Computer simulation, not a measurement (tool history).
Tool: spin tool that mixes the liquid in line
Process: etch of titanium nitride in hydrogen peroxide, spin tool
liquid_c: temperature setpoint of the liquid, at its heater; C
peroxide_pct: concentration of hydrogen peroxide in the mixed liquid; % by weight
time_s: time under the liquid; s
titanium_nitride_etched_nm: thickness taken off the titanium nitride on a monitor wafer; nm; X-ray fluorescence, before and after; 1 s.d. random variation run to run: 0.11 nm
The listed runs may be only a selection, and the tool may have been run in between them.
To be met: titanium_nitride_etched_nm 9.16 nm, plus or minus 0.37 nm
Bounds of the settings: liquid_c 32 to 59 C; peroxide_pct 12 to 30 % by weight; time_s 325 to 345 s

run 1 hour=0 | liquid_c=43 peroxide_pct=20.5 time_s=325 | titanium_nitride_etched_nm=4.8799
run 2 hour=4 | liquid_c=36.5 peroxide_pct=20.5 time_s=325 | titanium_nitride_etched_nm=2.9138
run 3 hour=8.6 | liquid_c=39 peroxide_pct=20.5 time_s=325 | titanium_nitride_etched_nm=3.5517
run 4 hour=17.1 | liquid_c=39 peroxide_pct=17 time_s=325 | titanium_nitride_etched_nm=3.408
run 5 hour=25.5 | liquid_c=41.5 peroxide_pct=17 time_s=325 | titanium_nitride_etched_nm=4.0818
run 6 hour=28.9 | liquid_c=43.5 peroxide_pct=17 time_s=325 | titanium_nitride_etched_nm=4.9745
run 7 hour=30.7 | liquid_c=45 peroxide_pct=17 time_s=325 | titanium_nitride_etched_nm=5.3689
run 8 hour=39 | liquid_c=46.5 peroxide_pct=17 time_s=325 | titanium_nitride_etched_nm=5.9785
run 9 hour=45.9 | liquid_c=47.5 peroxide_pct=17 time_s=325 | titanium_nitride_etched_nm=6.705
run 10 hour=46.8 | liquid_c=48.5 peroxide_pct=17 time_s=325 | titanium_nitride_etched_nm=6.98
run 11 hour=55.8 | liquid_c=53 peroxide_pct=17 time_s=325 | titanium_nitride_etched_nm=9.7399

Consider the 5 candidate settings below. Which is the only one whose results all fall within their allowed miss of target?
run A hour=64.8 | liquid_c=53.5 peroxide_pct=18.5 time_s=325 | titanium_nitride_etched_nm=?
run B hour=64.8 | liquid_c=54 peroxide_pct=15 time_s=325 | titanium_nitride_etched_nm=?
run C hour=64.8 | liquid_c=53.5 peroxide_pct=17 time_s=345 | titanium_nitride_etched_nm=?
run D hour=64.8 | liquid_c=52.5 peroxide_pct=14.5 time_s=330 | titanium_nitride_etched_nm=?
run E hour=64.8 | liquid_c=53.5 peroxide_pct=21 time_s=325 | titanium_nitride_etched_nm=?

move=A titanium_nitride_etched_nm=10.413
move=B titanium_nitride_etched_nm=10.318
move=C titanium_nitride_etched_nm=10.857
move=D titanium_nitride_etched_nm=9.3546
move=E titanium_nitride_etched_nm=10.699
A: lands further from the targets than the last run did
B: lands further from the targets than the last run did
C: lands further from the targets than the last run did
D: meets every target
E: lands further from the targets than the last run did
So the answer is move D, the one that meets all the targets.
